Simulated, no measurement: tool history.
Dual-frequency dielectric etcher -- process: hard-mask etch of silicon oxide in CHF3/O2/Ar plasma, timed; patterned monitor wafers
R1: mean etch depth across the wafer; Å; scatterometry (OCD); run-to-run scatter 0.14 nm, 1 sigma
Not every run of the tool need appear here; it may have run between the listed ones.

run 1 hour=0 | source_power_(kW)=0.52 bias_power_(kW)=0.208 etch_time_(s)=14.5 | R1=292.88
run 2 hour=3.8 | source_power_(kW)=0.5 bias_power_(kW)=0.207 etch_time_(s)=14.5 | R1=288.7
run 3 hour=8 | source_power_(kW)=0.5 bias_power_(kW)=0.207 etch_time_(s)=14.5 | R1=289.6
run 4 hour=16 | source_power_(kW)=0.55 bias_power_(kW)=0.207 etch_time_(s)=14.5 | R1=298.3
run 5 hour=18 | source_power_(kW)=0.47 bias_power_(kW)=0.207 etch_time_(s)=14.5 | R1=283.36
run 6 hour=18.7 | source_power_(kW)=0.46 bias_power_(kW)=0.206 etch_time_(s)=14.5 | R1=281.37

The next listed run, before its measurement:
run 7 hour=20.5 | source_power_(kW)=0.45 bias_power_(kW)=0.205 etch_time_(s)=14.5 | R1=?

{"run 7": {"R1": 281.11}}
